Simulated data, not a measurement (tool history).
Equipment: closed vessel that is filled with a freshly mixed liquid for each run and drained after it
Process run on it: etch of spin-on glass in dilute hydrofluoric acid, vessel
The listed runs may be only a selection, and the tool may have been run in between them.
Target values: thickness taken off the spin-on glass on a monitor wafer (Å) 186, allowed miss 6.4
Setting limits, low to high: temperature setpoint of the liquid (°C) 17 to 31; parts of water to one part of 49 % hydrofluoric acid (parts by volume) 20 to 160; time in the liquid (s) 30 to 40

run,hour,temperature setpoint of the liquid (°C),parts of water to one part of 49 % hydrofluoric acid (parts by volume),time in the liquid (s),thickness taken off the spin-on glass on a monitor wafer (Å)
1,0,23,90,40,159.8
2,7.3,23.5,90,40,162.39
3,12,24,90,40,167.95
4,14.5,24,90,30,125.89
5,18.5,20.5,90,30,108.3
6,24,21.5,90,30,113.65
7,30.3,22.5,90,30,118.51
8,39,26.5,75,30,170.67
9,45.1,27.5,75,30,173.42

4 next moves are on the table. One of them brings every result within its allowed miss. Which?
A,51.2,24,75,30,?
B,51.2,28.5,105,40,?
C,51.2,30,100,40,?
D,51.2,27,80,30,?

move,thickness taken off the spin-on glass on a monitor wafer (Å)
A,154.88
B,169.08
C,189.16
D,162.52
A: the biggest miss grows against the last run
B: the biggest miss grows against the last run
C: each result inside its tolerance
D: the biggest miss grows against the last run
Move C is the one to make.
